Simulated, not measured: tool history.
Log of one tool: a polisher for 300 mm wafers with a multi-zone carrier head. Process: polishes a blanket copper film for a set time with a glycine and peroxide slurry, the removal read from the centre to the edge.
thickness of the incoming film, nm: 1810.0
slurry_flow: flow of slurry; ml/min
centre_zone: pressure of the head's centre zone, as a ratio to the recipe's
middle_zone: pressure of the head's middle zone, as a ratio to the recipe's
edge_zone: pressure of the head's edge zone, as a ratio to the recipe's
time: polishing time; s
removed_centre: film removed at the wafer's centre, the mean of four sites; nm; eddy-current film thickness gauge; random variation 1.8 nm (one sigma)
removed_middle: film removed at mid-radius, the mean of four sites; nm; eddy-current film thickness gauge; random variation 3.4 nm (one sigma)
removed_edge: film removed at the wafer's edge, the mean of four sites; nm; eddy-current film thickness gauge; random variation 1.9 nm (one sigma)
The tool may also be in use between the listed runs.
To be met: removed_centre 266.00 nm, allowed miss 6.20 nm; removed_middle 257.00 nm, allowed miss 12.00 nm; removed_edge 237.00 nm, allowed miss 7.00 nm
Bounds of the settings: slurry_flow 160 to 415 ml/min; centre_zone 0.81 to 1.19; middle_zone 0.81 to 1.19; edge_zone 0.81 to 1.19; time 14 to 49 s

run  hour  slurry_flow  centre_zone  middle_zone  edge_zone  time  removed_centre  removed_middle  removed_edge
  1   0.0          265         1.00         1.00       1.00    31          189.38          185.57        192.37
  2   1.3          265         1.00         1.04       1.00    31          189.44          195.92        189.91
  3  10.1          265         1.00         1.04       1.00    37          228.83          230.22        230.31
  4  16.9          295         1.00         1.04       1.00    37          228.97          228.65        231.10
  5  19.4          345         1.00         1.04       1.00    37          232.16          235.81        233.79
  6  20.1          350         1.03         1.06       1.00    37          238.60          239.93        235.29
  7  24.1          350         1.06         1.08       0.99    37          243.62          241.61        238.32
  8  28.7          355         1.09         1.10       0.95    37          250.64          251.64        229.34
  9  33.8          355         1.11         1.10       0.96    37          252.68          253.61        229.56
 10  38.4          360         1.12         1.10       0.97    37          255.61          244.34        228.49
 11  43.7          365         1.12         1.11       0.97    37          254.51          248.04        231.65

Which of these 5 next moves meets every target?
  A  49.0          380         1.17         1.07       0.95    35               ?               ?             ?
  B  49.0          415         1.14         1.06       1.12    35               ?               ?             ?
  C  49.0          355         1.11         1.10       1.01    36               ?               ?             ?
  D  49.0          405         1.09         1.14       1.07    35               ?               ?             ?
  E  49.0          355         1.08         1.05       0.87    40               ?               ?             ?

move  removed_centre  removed_middle  removed_edge
   A          248.46          225.06        216.48
   B          245.17          224.68        235.90
   C          243.84          235.79        228.24
   D          236.43          238.78        229.96
   E          265.13          251.87        236.65
A: further off than the last run
B: further off than the last run
C: further off than the last run
D: further off than the last run
E: meets every target
Answer: E
